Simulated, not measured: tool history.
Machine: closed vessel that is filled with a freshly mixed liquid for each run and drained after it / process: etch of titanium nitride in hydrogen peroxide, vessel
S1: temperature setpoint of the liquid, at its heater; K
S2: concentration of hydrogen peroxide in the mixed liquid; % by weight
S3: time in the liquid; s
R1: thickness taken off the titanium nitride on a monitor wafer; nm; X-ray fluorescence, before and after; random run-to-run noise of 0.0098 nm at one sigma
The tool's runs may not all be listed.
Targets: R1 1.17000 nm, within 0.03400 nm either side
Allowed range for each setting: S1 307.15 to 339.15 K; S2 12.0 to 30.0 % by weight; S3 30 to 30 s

run	hour	S1	S2	S3	R1
1	0.0	323.15	21.0	30	1.96960
2	8.6	322.15	21.0	30	1.79350
3	12.8	321.65	21.0	30	1.74940
4	15.3	324.65	21.0	30	2.18030
5	24.0	320.65	21.0	30	1.64270
6	30.6	327.15	21.0	30	2.57340
7	38.0	326.15	21.0	30	2.42710
8	44.4	325.15	21.0	30	2.28850
9	53.3	324.15	21.0	30	2.11720

5 candidate next runs follow, results not yet known. Just one meets every target within its allowed miss. Identify it.
A	62.2	317.15	21.0	30	?
B	62.2	317.15	21.5	30	?
C	62.2	316.15	21.5	30	?
D	62.2	317.65	16.5	30	?
E	62.2	310.15	27.5	30	?

move	R1
A	1.24490
B	1.25130
C	1.16060
D	1.22760
E	0.77178
A: closes in on the targets versus the last run, not all within tolerance yet
B: closes in on the targets versus the last run, not all within tolerance yet
C: each result inside its tolerance
D: closes in on the targets versus the last run, not all within tolerance yet
E: takes the biggest miss from the last run beyond its target
So the answer is move C, the one that meets all the targets.
